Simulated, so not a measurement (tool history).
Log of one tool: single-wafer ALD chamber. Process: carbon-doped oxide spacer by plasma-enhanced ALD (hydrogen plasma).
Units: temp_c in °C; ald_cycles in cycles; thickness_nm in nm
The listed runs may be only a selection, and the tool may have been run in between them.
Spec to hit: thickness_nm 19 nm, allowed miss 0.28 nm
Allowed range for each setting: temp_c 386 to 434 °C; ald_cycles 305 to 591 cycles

{"run": 1, "hour": 0.0, "temp_c": 410, "ald_cycles": 448, "thickness_nm": 21.379}
{"run": 2, "hour": 7.1, "temp_c": 410, "ald_cycles": 505, "thickness_nm": 24.021}
{"run": 3, "hour": 15.3, "temp_c": 410, "ald_cycles": 445, "thickness_nm": 21.132}
{"run": 4, "hour": 18.5, "temp_c": 415, "ald_cycles": 436, "thickness_nm": 20.414}
{"run": 5, "hour": 19.6, "temp_c": 415, "ald_cycles": 475, "thickness_nm": 22.164}
{"run": 6, "hour": 22.6, "temp_c": 415, "ald_cycles": 437, "thickness_nm": 20.534}
{"run": 7, "hour": 30.8, "temp_c": 419, "ald_cycles": 430, "thickness_nm": 19.943}
{"run": 8, "hour": 34.1, "temp_c": 422, "ald_cycles": 427, "thickness_nm": 19.558}
{"run": 9, "hour": 38.8, "temp_c": 424, "ald_cycles": 426, "thickness_nm": 19.386}

Of the 4 settings listed for the next run, only one would bring every result within its allowed miss of target. Which one?
{"run": "A", "hour": 43.5, "temp_c": 422, "ald_cycles": 412, "thickness_nm": "?"}
{"run": "B", "hour": 43.5, "temp_c": 424, "ald_cycles": 429, "thickness_nm": "?"}
{"run": "C", "hour": 43.5, "temp_c": 434, "ald_cycles": 449, "thickness_nm": "?"}
{"run": "D", "hour": 43.5, "temp_c": 420, "ald_cycles": 425, "thickness_nm": "?"}

move=A thickness_nm=18.98
move=B thickness_nm=19.652
move=C thickness_nm=19.986
move=D thickness_nm=19.689
A: each result inside its tolerance
B: its largest miss is bigger than the last run's
C: its largest miss is bigger than the last run's
D: its largest miss is bigger than the last run's
Correct choice: A, which meets every target
